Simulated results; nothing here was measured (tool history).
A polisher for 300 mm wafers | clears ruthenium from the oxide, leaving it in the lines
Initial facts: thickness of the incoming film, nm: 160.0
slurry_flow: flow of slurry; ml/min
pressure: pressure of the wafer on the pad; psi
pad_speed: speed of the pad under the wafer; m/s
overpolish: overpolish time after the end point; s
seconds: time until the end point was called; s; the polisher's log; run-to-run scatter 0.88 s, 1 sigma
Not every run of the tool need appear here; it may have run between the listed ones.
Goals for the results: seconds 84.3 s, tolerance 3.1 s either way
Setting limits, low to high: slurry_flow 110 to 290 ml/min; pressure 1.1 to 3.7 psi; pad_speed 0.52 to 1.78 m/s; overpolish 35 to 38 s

run 1 day=0 | slurry_flow=185 pressure=2.4 pad_speed=1.14 overpolish=35 | seconds=125.11
run 2 day=0.062 | slurry_flow=190 pressure=2.7 pad_speed=1.14 overpolish=35 | seconds=113.61
run 3 day=0.375 | slurry_flow=235 pressure=2.7 pad_speed=1.14 overpolish=35 | seconds=113.2
run 4 day=0.604 | slurry_flow=190 pressure=2.7 pad_speed=1.14 overpolish=35 | seconds=114.22
run 5 day=0.946 | slurry_flow=190 pressure=2.9 pad_speed=1.14 overpolish=35 | seconds=109.07
run 6 day=1.242 | slurry_flow=210 pressure=2.9 pad_speed=1.14 overpolish=35 | seconds=108.62
run 7 day=1.521 | slurry_flow=210 pressure=3.1 pad_speed=1.16 overpolish=35 | seconds=102.98
run 8 day=1.754 | slurry_flow=210 pressure=3.3 pad_speed=1.18 overpolish=35 | seconds=95.97
run 9 day=1.967 | slurry_flow=210 pressure=3.4 pad_speed=1.2 overpolish=35 | seconds=90.164
run 10 day=2.342 | slurry_flow=210 pressure=3.5 pad_speed=1.2 overpolish=35 | seconds=89.307
-- day=2.408 worn pad replaced by a new one
run 11 day=2.408 | slurry_flow=210 pressure=3.6 pad_speed=1.2 overpolish=35 | seconds=77.411
run 12 day=2.538 | slurry_flow=210 pressure=3.5 pad_speed=1.2 overpolish=35 | seconds=79.519

Consider the 4 candidate settings below. Which is the only one whose results all fall within their allowed miss of target?
run A day=2.667 | slurry_flow=205 pressure=3.5 pad_speed=1.38 overpolish=35 | seconds=?
run B day=2.667 | slurry_flow=210 pressure=3.4 pad_speed=1.16 overpolish=38 | seconds=?
run C day=2.667 | slurry_flow=200 pressure=3.4 pad_speed=1.34 overpolish=35 | seconds=?
run D day=2.667 | slurry_flow=200 pressure=3.7 pad_speed=1.2 overpolish=35 | seconds=?

move=A seconds=71.396
move=B seconds=86.096
move=C seconds=75.352
move=D seconds=78.341
A: lands further from the targets than the last run did
B: every result within its allowed miss
C: lands further from the targets than the last run did
D: lands further from the targets than the last run did
B is the move that brings every result within its allowed miss.

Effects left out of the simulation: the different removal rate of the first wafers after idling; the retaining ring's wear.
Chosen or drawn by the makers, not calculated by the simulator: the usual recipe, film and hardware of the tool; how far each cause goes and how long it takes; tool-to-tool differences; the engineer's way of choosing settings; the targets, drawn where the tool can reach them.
